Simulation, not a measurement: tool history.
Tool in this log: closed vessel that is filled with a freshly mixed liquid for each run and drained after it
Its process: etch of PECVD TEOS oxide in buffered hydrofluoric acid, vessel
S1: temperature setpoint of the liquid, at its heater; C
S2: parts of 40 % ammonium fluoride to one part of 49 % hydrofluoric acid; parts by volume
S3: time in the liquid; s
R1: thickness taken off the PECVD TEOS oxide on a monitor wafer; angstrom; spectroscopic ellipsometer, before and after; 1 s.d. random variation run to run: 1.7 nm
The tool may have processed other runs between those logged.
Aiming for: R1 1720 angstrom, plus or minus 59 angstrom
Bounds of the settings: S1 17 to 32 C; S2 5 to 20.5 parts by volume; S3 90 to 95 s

run  hour    S1    S2  S3      R1
  1     0    25  12.5  90    1194
  2   5.4  25.5  12.5  90    1220
  3  10.1  25.5  12.5  95  1296.2
  4  12.4    26  12.5  95  1311.3
  5  15.8    26  12.5  90  1263.9
  6  17.7  26.5  12.5  90  1261.5
  7    26    27  12.5  90  1309.8
  8  33.4  27.5  12.5  90  1360.4
  9  36.8    28  12.5  90  1369.6
 10  45.8    28  12.5  90  1396.6
 11  50.4  28.5  12.5  90  1442.4
 12  56.3  28.5  12.5  90    1425
 13  64.8    29  12.5  90  1472.8

4 next moves are on the table. One of them brings every result within its allowed miss. Which?
  A  73.3    31  12.5  95   ?
  B  73.3  27.5  11.5  95   ?
  C  73.3    29    15  95   ?
  D  73.3    27  12.5  95   ?

move      R1
   A  1730.8
   B    1561
   C  1303.5
   D    1401
A: all results land within tolerance of their targets
B: closer than the last run, but not yet in spec
C: further off than the last run
D: further off than the last run
The move that meets every target is A.
